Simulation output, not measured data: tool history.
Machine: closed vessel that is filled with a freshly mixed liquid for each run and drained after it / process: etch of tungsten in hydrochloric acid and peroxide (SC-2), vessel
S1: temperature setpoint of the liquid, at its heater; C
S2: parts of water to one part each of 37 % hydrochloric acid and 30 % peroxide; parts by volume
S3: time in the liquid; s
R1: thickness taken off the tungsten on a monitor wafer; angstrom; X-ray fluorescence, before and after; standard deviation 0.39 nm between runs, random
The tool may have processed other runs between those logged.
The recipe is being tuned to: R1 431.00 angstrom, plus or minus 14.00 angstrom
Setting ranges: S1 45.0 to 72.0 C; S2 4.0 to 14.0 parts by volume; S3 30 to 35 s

run  hour    S1   S2  S3      R1
  1   0.0  61.0  7.5  35  229.51
  2   4.1  61.0  9.0  35  205.24
  3  11.3  61.0  7.0  35  243.79
  4  20.1  61.0  7.0  35  245.03
  5  27.7  61.0  7.0  30  209.44
  6  33.3  64.0  7.0  30  249.72
  7  35.3  66.0  6.5  30  301.55
  8  38.0  67.5  6.5  30  327.71
  9  43.7  68.5  6.5  30  355.92
 10  51.5  68.5  6.5  30  361.23
 11  53.3  69.5  6.5  30  371.39

Next run, 4 choices. One meets every target within its allowed miss, the rest don't. Which?
  A  55.1  72.0  7.0  35   ?
  B  55.1  69.5  5.5  30   ?
  C  55.1  71.0  6.5  30   ?
  D  55.1  71.0  6.5  35   ?

move      R1
   A  475.12
   B  421.81
   C  406.66
   D  474.43
A: takes the biggest miss from the last run beyond its target
B: every result lands within tolerance
C: an improvement on the last run, though not all results are within tolerance
D: takes the biggest miss from the last run beyond its target
So the answer is move B, the one that meets all the targets.
